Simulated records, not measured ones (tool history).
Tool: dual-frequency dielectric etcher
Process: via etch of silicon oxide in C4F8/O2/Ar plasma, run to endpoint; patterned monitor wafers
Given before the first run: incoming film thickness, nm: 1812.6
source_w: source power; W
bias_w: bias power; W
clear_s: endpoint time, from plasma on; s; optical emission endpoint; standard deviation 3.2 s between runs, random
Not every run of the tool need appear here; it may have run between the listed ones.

run	hour	source_w	bias_w	clear_s
1	0	1930	2824	320.32
2	7.9	1670	2824	327.24
3	11.8	1670	2475	349.88
4	16.7	1800	2475	336.35
5	23.1	1720	2393	348.8
6	30.9	1900	2393	343.97
7	37.5	1860	2298	343.43
8	38.6	1790	2226	356.05
9	40.5	1790	2226	354.69
10	45.6	1790	2226	354.55

Run 11 has not been measured yet. What should we expect?
11	52.8	1740	2177	?

{"run 11": {"clear_s": 359.23}}
